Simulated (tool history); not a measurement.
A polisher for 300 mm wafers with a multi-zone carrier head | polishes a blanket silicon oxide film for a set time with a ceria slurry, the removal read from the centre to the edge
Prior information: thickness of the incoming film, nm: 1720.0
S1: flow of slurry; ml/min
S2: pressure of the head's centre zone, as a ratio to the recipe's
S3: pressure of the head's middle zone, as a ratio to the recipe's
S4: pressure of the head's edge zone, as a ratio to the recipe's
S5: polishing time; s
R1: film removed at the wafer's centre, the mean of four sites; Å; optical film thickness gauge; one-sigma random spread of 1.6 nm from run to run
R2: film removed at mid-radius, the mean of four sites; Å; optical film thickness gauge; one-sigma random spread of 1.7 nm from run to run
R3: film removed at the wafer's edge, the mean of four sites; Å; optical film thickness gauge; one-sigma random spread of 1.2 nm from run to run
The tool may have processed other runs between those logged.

run,hour,S1,S2,S3,S4,S5,R1,R2,R3
1,0,175,1,1,1,33,949.24,945.21,969.19
2,7.7,175,1,1.05,1,33,973.63,996.36,955.34
3,9.6,175,1.04,1.05,1,33,987.26,969.76,963.22
4,12.5,175,1.04,1.09,1,33,989.59,1005.5,956.28
5,18.9,175,0.99,1.09,1,33,964.06,1010.8,957.75
6,22.5,175,0.99,1.09,1,39,1132.4,1169.1,1130.8
7,28.3,185,1.02,1.08,1.02,40,1168.4,1209.1,1181.3
8,31.6,180,1.05,1.06,1.01,42,1271.3,1262.4,1233.5
9,33.8,185,1.07,1.03,1.02,43,1349.7,1236,1261.4
10,42.1,185,1.07,1.03,1.02,43,1312,1265.8,1275.9
11,49.1,185,1.07,1.03,1.02,43,1324.1,1271.7,1275
12,51,230,1.16,0.95,1.12,49,1642.1,1398.3,1545

Forecast run 13:
# hour 59.7: worn pad replaced by a new one
13,59.7,230,1.19,0.93,1.18,51,?,?,?

{"run 13": {"R1": 1938.1, "R2": 1582.7, "R3": 1838.4}}

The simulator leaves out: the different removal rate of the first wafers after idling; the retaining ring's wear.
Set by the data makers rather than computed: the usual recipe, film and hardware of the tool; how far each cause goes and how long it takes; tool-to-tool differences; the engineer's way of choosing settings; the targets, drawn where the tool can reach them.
